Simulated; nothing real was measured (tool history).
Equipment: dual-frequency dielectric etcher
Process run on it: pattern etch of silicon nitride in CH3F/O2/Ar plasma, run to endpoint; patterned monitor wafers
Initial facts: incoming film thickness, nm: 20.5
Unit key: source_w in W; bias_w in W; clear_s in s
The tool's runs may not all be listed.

run  hour  source_w  bias_w  clear_s
  1   0.0       530      86   25.498
  2   5.7       520      86   25.481
  3  11.4       510      86   25.747
  4  18.1       500      86   26.247
  5  26.2       470      86   26.774
  6  28.2       550      86   25.282
  7  36.0       540      86   25.619

Predict the results of run 8:
  8  42.7       530      86        ?

{"run 8": {"clear_s": 25.642}}
